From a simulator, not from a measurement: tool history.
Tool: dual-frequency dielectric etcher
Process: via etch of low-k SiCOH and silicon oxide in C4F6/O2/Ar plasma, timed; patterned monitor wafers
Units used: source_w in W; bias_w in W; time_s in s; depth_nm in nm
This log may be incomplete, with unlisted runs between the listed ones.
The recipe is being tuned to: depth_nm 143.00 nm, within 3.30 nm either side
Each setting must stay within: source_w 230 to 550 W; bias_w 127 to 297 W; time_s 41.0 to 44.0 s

{"run": 1, "hour": 0.0, "source_w": 390, "bias_w": 212, "time_s": 44.0, "depth_nm": 119.22}
{"run": 2, "hour": 3.1, "source_w": 390, "bias_w": 198, "time_s": 44.0, "depth_nm": 115.78}
{"run": 3, "hour": 6.6, "source_w": 420, "bias_w": 207, "time_s": 44.0, "depth_nm": 122.62}
{"run": 4, "hour": 12.6, "source_w": 450, "bias_w": 207, "time_s": 44.0, "depth_nm": 126.51}
{"hour": 19.6, "done": "source power generator calibrated"}
{"run": 5, "hour": 19.6, "source_w": 470, "bias_w": 210, "time_s": 44.0, "depth_nm": 132.95}
{"run": 6, "hour": 25.2, "source_w": 480, "bias_w": 211, "time_s": 44.0, "depth_nm": 134.05}
{"run": 7, "hour": 28.3, "source_w": 490, "bias_w": 212, "time_s": 44.0, "depth_nm": 137.01}
{"run": 8, "hour": 29.1, "source_w": 500, "bias_w": 213, "time_s": 44.0, "depth_nm": 137.72}
{"run": 9, "hour": 33.1, "source_w": 510, "bias_w": 214, "time_s": 44.0, "depth_nm": 139.18}

4 candidate next runs follow, results not yet known. Just one meets every target within its allowed miss. Identify it.
{"run": "A", "hour": 37.1, "source_w": 500, "bias_w": 204, "time_s": 44.0, "depth_nm": "?"}
{"run": "B", "hour": 37.1, "source_w": 510, "bias_w": 219, "time_s": 42.5, "depth_nm": "?"}
{"run": "C", "hour": 37.1, "source_w": 500, "bias_w": 214, "time_s": 43.0, "depth_nm": "?"}
{"run": "D", "hour": 37.1, "source_w": 550, "bias_w": 210, "time_s": 44.0, "depth_nm": "?"}

move=A depth_nm=134.72
move=B depth_nm=135.04
move=C depth_nm=134.16
move=D depth_nm=142.40
A: its largest miss is bigger than the last run's
B: its largest miss is bigger than the last run's
C: its largest miss is bigger than the last run's
D: each result inside its tolerance
D is the move that brings every result within its allowed miss.
